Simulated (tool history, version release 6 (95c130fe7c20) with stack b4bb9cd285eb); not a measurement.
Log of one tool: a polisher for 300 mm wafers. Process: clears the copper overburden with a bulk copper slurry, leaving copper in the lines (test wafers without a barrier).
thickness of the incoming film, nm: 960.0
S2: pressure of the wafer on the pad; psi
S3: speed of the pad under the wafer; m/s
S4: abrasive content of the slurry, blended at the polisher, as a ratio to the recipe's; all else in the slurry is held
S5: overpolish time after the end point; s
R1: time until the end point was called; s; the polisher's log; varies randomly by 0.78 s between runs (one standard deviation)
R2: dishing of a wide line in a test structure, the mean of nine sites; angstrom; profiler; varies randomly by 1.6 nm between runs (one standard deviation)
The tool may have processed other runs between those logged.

run 1 hour=0.0 | flow_of_slurry_(ml/min)=135 S2=2.3 S3=1.14 S4=1.00 S5=23 | R1=131.390 R2=878.82
run 2 hour=5.4 | flow_of_slurry_(ml/min)=140 S2=2.5 S3=1.14 S4=1.00 S5=26 | R1=119.960 R2=1027.50
run 3 hour=11.3 | flow_of_slurry_(ml/min)=140 S2=2.5 S3=1.14 S4=1.15 S5=26 | R1=118.280 R2=1048.60
run 4 hour=15.3 | flow_of_slurry_(ml/min)=145 S2=2.7 S3=1.14 S4=1.15 S5=27 | R1=106.460 R2=1148.60
run 5 hour=22.9 | flow_of_slurry_(ml/min)=145 S2=2.7 S3=1.38 S4=1.15 S5=27 | R1=90.532 R2=1209.90
run 6 hour=30.8 | flow_of_slurry_(ml/min)=145 S2=2.7 S3=1.38 S4=1.05 S5=27 | R1=91.560 R2=1209.50
run 7 hour=36.6 | flow_of_slurry_(ml/min)=145 S2=2.7 S3=1.36 S4=1.05 S5=29 | R1=91.649 R2=1224.00
run 8 hour=38.6 | flow_of_slurry_(ml/min)=140 S2=2.7 S3=1.34 S4=1.10 S5=31 | R1=92.999 R2=1247.10

What does the tool deliver on the next run?
run 9 hour=46.2 | flow_of_slurry_(ml/min)=145 S2=2.7 S3=1.32 S4=1.10 S5=33 | R1=? R2=?

Run 9 came out at R1 93.059 s, R2 1248.30 angstrom.

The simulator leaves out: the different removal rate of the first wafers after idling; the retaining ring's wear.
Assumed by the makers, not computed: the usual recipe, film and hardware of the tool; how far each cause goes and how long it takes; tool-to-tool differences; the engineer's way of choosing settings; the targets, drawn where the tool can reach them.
